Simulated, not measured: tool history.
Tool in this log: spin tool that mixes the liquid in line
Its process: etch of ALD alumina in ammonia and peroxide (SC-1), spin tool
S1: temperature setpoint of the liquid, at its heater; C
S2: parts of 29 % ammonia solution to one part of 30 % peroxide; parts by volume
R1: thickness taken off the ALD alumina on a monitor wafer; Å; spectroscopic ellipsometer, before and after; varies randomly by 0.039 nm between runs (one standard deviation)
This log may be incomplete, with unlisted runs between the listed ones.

Run 1, hour 0.0: S1 56.0 C, S2 0.55 parts by volume, time under the liquid (s) 190. Result: R1 156.330 Å.
Run 2, hour 3.2: S1 54.5 C, S2 0.55 parts by volume, time under the liquid (s) 190. Result: R1 145.260 Å.
Run 3, hour 10.9: S1 54.5 C, S2 0.40 parts by volume, time under the liquid (s) 190. Result: R1 140.000 Å.
Run 4, hour 15.5: S1 53.0 C, S2 0.40 parts by volume, time under the liquid (s) 190. Result: R1 129.440 Å.
Run 5, hour 18.6: S1 56.0 C, S2 0.40 parts by volume, time under the liquid (s) 190. Result: R1 151.900 Å.
Run 6, hour 27.6: S1 54.5 C, S2 0.40 parts by volume, time under the liquid (s) 190. Result: R1 140.820 Å.
Run 7, hour 31.5: S1 53.0 C, S2 0.40 parts by volume, time under the liquid (s) 190. Result: R1 130.100 Å.
Run 8, hour 34.0: S1 52.0 C, S2 0.40 parts by volume, time under the liquid (s) 190. Result: R1 122.070 Å.
Run 9, hour 42.1: S1 51.0 C, S2 0.40 parts by volume, time under the liquid (s) 190. Result: R1 116.540 Å.
Run 10, hour 42.8: S1 50.0 C, S2 0.40 parts by volume, time under the liquid (s) 190. Result: R1 109.970 Å.
Run 11, hour 43.5: S1 49.5 C, S2 0.40 parts by volume, time under the liquid (s) 190. Result: R1 107.580 Å.
Run 12, hour 47.4: S1 49.0 C, S2 0.40 parts by volume, time under the liquid (s) 190. Result: R1 104.170 Å.
Run 13, hour 51.6: S1 48.5 C, S2 0.40 parts by volume, time under the liquid (s) 190. Result: R1 101.340 Å.
Run 14, hour 59.4: S1 48.0 C, S2 0.40 parts by volume, time under the liquid (s) 190. Result: R1 98.699 Å.
Run 15, hour 60.5: S1 47.5 C, S2 0.40 parts by volume, time under the liquid (s) 190. Result: R1 95.806 Å.

The next listed run, before its measurement:
Run 16, hour 63.0: S1 43.5 C, S2 0.40 parts by volume, time under the liquid (s) 190. Result: R1 ?.

{"run 16": {"R1": 76.596}}
